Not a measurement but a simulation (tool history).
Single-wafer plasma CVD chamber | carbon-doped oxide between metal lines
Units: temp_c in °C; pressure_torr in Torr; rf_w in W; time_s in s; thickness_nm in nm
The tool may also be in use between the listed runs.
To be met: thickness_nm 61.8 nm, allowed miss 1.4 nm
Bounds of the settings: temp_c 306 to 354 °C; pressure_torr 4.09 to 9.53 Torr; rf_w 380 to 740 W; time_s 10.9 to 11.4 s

| run | hour | temp_c | pressure_torr | rf_w | time_s | thickness_nm |
|---|---|---|---|---|---|---|
| 1 | 0 | 330 | 6.81 | 560 | 11.4 | 67.587 |
| 2 | 4.5 | 336 | 6.81 | 560 | 11.4 | 66.463 |
| 3 | 9.6 | 329 | 6.81 | 560 | 11.4 | 68.121 |
| 4 | 17.7 | 331 | 6.73 | 555 | 11.4 | 67.278 |
| 5 | 21.4 | 341 | 6.73 | 555 | 11.4 | 65.155 |
| 6 | 25 | 341 | 6.11 | 555 | 11.4 | 64.695 |
| 7 | 29.6 | 341 | 6.11 | 555 | 11.4 | 64.679 |
| 8 | 32.8 | 342 | 6.07 | 550 | 11.4 | 64.29 |
| 9 | 39.9 | 343 | 6.05 | 545 | 11.4 | 63.603 |
| 10 | 41.1 | 344 | 6.03 | 545 | 11.4 | 63.609 |

Which of these 5 next moves meets every target?
| A | 42.3 | 347 | 6.54 | 565 | 11.4 | ? |
| B | 42.3 | 353 | 7.35 | 570 | 11.1 | ? |
| C | 42.3 | 340 | 5.71 | 570 | 11.4 | ? |
| D | 42.3 | 339 | 6.34 | 605 | 11.2 | ? |
| E | 42.3 | 336 | 5.99 | 570 | 11.2 | ? |

| move | thickness_nm |
|---|---|
| A | 64.059 |
| B | 61.995 |
| C | 64.854 |
| D | 66.374 |
| E | 64.929 |
A: further off than the last run
B: meets every target
C: further off than the last run
D: further off than the last run
E: further off than the last run
The right move is B.

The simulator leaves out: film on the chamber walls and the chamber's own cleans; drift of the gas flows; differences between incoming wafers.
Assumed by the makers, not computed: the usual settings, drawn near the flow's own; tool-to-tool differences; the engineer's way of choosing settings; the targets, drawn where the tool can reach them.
